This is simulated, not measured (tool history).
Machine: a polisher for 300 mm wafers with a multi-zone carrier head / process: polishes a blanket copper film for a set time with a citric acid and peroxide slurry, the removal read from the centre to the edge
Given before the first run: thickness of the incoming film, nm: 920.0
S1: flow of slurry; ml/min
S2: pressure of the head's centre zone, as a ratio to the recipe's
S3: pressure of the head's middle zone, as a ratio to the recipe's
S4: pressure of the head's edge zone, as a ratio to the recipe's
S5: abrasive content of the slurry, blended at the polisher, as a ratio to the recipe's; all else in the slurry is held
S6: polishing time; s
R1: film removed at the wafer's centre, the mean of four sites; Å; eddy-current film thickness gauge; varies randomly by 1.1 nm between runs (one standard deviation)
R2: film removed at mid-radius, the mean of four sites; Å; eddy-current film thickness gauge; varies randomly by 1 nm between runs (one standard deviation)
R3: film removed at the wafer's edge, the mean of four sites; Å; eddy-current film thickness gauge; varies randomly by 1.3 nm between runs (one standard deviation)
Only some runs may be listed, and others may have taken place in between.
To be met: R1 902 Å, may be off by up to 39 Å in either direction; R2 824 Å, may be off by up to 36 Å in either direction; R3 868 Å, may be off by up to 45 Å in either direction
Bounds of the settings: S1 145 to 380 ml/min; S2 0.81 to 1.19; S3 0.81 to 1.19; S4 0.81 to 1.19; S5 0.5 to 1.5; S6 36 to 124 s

run,hour,S1,S2,S3,S4,S5,S6,R1,R2,R3
1,0,245,1,1,1,1,79,1468.1,1456.1,1450.2
2,5.1,245,1,1,1,1,91,1722.4,1671.3,1642.3
3,10.4,245,1,1,1,1,103,1944.2,1890.3,1853.5
4,19.3,245,1,1,1,1,118,2225.9,2174,2153.8
5,22.2,240,0.99,0.98,0.98,0.9,105,1913.2,1902.8,1867.1
6,26,225,1,0.96,0.97,0.85,93,1677.4,1566.8,1640
7,32.3,225,1,0.96,0.96,0.8,83,1461.6,1380.1,1394.4
8,37.9,225,1,0.95,0.95,0.75,77,1348.7,1284.1,1268.1
9,39.4,220,0.99,0.93,0.94,0.7,72,1192.8,1132.7,1179
10,42.8,225,0.99,0.92,0.93,0.65,69,1154.5,1079.1,1137.9
11,48.2,210,0.99,0.9,0.86,0.5,47,721.92,653.15,695.84
12,55.9,225,1,0.91,0.89,0.5,47,755.33,667.92,702.69
13,56.8,225,1,0.92,0.92,0.55,47,760.56,689.49,732.07
14,61.3,230,1.01,0.93,0.94,0.6,47,794.35,719.62,742.53
15,65.8,235,1.01,0.93,0.96,0.65,47,802.74,726.84,772.33
16,74.5,265,1.07,1.02,1.03,0.85,48,924.34,868.81,863.95

Of the 5 settings listed for the next run, only one would bring every result within its allowed miss of target. Which one?
A,83.2,220,1.08,1.03,1.11,0.8,50,?,?,?
B,83.2,170,1.01,1.04,1.09,0.95,51,?,?,?
C,83.2,245,1.15,1,1.01,0.85,48,?,?,?
D,83.2,270,1.05,0.96,1.08,0.9,47,?,?,?
E,83.2,290,1.09,1.05,1,0.55,54,?,?,?

move,R1,R2,R3
A,942.68,903.05,894.52
B,904.77,938.35,922.46
C,989.09,866.38,849.86
D,904.22,838.49,869.14
E,973.02,935.92,873.72
A: further off than the last run
B: further off than the last run
C: further off than the last run
D: meets every target
E: further off than the last run
Move D is the one to make.
